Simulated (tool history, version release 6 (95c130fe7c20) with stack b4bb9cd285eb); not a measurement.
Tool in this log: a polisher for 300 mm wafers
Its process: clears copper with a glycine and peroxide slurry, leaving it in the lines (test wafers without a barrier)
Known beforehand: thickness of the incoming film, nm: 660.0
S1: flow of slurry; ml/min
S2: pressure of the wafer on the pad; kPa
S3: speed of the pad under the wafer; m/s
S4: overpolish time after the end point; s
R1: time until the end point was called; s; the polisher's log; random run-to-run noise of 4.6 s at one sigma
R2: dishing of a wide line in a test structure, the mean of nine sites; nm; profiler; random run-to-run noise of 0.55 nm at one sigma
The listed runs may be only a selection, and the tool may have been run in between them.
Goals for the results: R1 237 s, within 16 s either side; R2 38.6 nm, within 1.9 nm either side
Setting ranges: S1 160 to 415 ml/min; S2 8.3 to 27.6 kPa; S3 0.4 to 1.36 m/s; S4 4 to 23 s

| run | hour | S1 | S2 | S3 | S4 | R1 | R2 |
|---|---|---|---|---|---|---|---|
| 1 | 0 | 265 | 17.9 | 0.88 | 12 | 175.04 | 30.234 |
| 2 | 3.7 | 265 | 17.9 | 0.88 | 15 | 177.26 | 37.001 |
| 3 | 8.3 | 265 | 15.9 | 0.88 | 15 | 196.24 | 33.895 |
| 4 | 15.9 | 225 | 15.9 | 0.88 | 15 | 195.12 | 33.776 |
| 5 | 22.5 | 225 | 15.9 | 1.04 | 15 | 171.08 | 37.495 |
| 6 | 25.5 | 225 | 18.6 | 1.04 | 15 | 155.6 | 40.827 |
| 7 | 30.3 | 225 | 16.5 | 1.02 | 16 | 169.4 | 40.289 |
| 8 | 31.7 | 225 | 15.2 | 1 | 17 | 184.28 | 37.935 |
| 9 | 35.2 | 225 | 14.5 | 0.98 | 18 | 190.18 | 39.443 |
| 10 | 42.7 | 225 | 13.8 | 0.96 | 19 | 208.86 | 38.858 |
| 11 | 49.8 | 225 | 13.1 | 0.96 | 19 | 215.65 | 38.829 |
| 12 | 53.4 | 225 | 12.4 | 0.96 | 19 | 223.36 | 36.185 |

Exercise: of the 4 proposed moves below, exactly one satisfies all targets within the stated allowed misses. Which move is it?
| A | 57 | 230 | 10.3 | 1.04 | 22 | ? | ? |
| B | 57 | 195 | 13.8 | 0.98 | 17 | ? | ? |
| C | 57 | 225 | 10.3 | 0.86 | 21 | ? | ? |
| D | 57 | 230 | 9.7 | 1.02 | 20 | ? | ? |

| move | R1 | R2 |
|---|---|---|
| A | 230.94 | 38.283 |
| B | 199.19 | 35.401 |
| C | 261.48 | 33.49 |
| D | 244.95 | 33.686 |
A: each result inside its tolerance
B: lands further from the targets than the last run did
C: lands further from the targets than the last run did
D: lands further from the targets than the last run did
Correct choice: A, which meets every target

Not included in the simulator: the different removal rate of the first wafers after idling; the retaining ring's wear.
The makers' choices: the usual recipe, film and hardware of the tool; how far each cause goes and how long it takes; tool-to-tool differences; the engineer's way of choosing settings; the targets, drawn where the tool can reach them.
